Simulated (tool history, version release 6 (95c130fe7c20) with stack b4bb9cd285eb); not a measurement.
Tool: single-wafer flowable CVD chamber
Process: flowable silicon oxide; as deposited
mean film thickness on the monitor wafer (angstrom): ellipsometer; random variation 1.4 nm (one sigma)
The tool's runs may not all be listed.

| run | hour | heater temperature setpoint (deg C) | chamber pressure (mTorr) | RF power (kW) | deposition time (s) | mean film thickness on the monitor wafer (angstrom) |
|---|---|---|---|---|---|---|
| 1 | 0 | 90 | 1040 | 2.28 | 607 | 6796.5 |
| 2 | 4.9 | 95 | 1040 | 2.28 | 607 | 5595.7 |
| 3 | 10.5 | 98 | 1040 | 2.28 | 607 | 5043.8 |
| 4 | 12.8 | 93 | 1040 | 2.28 | 607 | 6031.5 |
| 5 | 15.8 | 93 | 1110 | 2.28 | 607 | 6401.1 |
| 6 | 20.4 | 97 | 1110 | 2.28 | 607 | 5521.6 |

Forecast run 7:
| 7 | 28.1 | 99 | 1110 | 2.28 | 607 | ? |

Run 7 gave mean film thickness on the monitor wafer (angstrom) 5168.6.

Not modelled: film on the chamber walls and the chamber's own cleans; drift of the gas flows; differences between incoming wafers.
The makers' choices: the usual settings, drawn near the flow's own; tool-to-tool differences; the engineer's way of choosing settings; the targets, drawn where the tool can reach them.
